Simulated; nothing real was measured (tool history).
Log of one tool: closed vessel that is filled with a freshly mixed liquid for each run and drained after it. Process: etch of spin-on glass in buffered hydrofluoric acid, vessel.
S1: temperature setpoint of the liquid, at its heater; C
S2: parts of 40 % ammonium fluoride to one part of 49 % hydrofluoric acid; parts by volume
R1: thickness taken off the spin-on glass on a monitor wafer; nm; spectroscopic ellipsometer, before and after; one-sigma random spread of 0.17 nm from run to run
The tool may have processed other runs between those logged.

Run 1, day 0.000: S1 23.0 C, S2 18.0 parts by volume, time in the liquid (s) 30. Result: R1 46.672 nm.
Run 2, day 0.346: S1 24.5 C, S2 18.0 parts by volume, time in the liquid (s) 30. Result: R1 50.592 nm.
Run 3, day 0.508: S1 23.5 C, S2 18.0 parts by volume, time in the liquid (s) 30. Result: R1 48.082 nm.
Run 4, day 0.817: S1 23.5 C, S2 20.5 parts by volume, time in the liquid (s) 30. Result: R1 42.239 nm.
Run 5, day 0.879: S1 23.0 C, S2 20.5 parts by volume, time in the liquid (s) 30. Result: R1 41.243 nm.
Run 6, day 1.242: S1 22.5 C, S2 20.5 parts by volume, time in the liquid (s) 30. Result: R1 40.038 nm.
Run 7, day 1.329: S1 22.0 C, S2 20.5 parts by volume, time in the liquid (s) 30. Result: R1 38.905 nm.

Run 8 has not been measured yet. What should we expect?
Run 8, day 1.675: S1 21.5 C, S2 20.5 parts by volume, time in the liquid (s) 30. Result: R1 ?.

R1: 37.975 nm
